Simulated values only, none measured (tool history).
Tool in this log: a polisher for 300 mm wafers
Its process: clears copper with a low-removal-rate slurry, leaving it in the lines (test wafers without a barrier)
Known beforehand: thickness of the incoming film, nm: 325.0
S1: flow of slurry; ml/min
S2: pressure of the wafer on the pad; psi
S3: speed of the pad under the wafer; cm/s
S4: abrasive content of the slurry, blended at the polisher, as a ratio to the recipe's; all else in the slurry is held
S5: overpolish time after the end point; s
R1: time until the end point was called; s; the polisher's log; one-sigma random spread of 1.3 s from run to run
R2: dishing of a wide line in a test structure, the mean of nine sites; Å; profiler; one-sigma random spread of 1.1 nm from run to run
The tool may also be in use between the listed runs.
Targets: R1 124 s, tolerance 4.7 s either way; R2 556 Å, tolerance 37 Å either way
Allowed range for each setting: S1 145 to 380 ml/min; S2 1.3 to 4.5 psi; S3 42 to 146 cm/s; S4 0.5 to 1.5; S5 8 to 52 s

run	hour	S1	S2	S3	S4	S5	R1	R2
1	0	245	2.9	94	1	26	111.33	427.36
2	5.5	245	2.9	94	1	28	111.08	432.22
3	11.6	245	2.9	94	0.9	28	115.56	416.4
4	15.4	245	2.9	94	0.9	30	114.8	469.19
5	23.3	245	2.9	78	0.9	30	132.7	405.2
6	30.8	290	2.9	78	0.9	30	127.08	412.49
7	39.9	290	2.9	78	0.9	31	128	426.66
8	45.3	290	2.9	78	0.9	32	127.39	435.5
9	54.3	290	2.9	78	0.9	33	131.62	443.39
10	60.5	290	2.9	78	0.9	34	129.59	452.97
11	68.8	290	2.9	78	0.9	35	128.81	466.3
12	70.5	290	2.9	78	0.9	36	128.2	480.31
13	74	290	2.9	78	0.9	37	129.71	491.76
14	76.4	290	2.9	78	0.9	38	128.88	493.5

Of the 5 settings listed for the next run, only one would bring every result within its allowed miss of target. Which one?
A	78.8	295	3	82	0.8	42	?	?
B	78.8	265	4	78	0.6	30	?	?
C	78.8	275	2.8	76	0.95	45	?	?
D	78.8	290	2.6	86	0.85	47	?	?
E	78.8	330	3.1	78	0.8	49	?	?

move	R1	R2
A	123.91	546.52
B	117.07	449.07
C	133.69	539.89
D	135.08	548.71
E	123.18	615.97
A: each result inside its tolerance
B: lands further from the targets than the last run did
C: the worst result of the last run now meets its target, but another is out of spec
D: the worst result of the last run now meets its target, but another is out of spec
E: takes the result that was furthest off past its target
The move that meets every target is A.
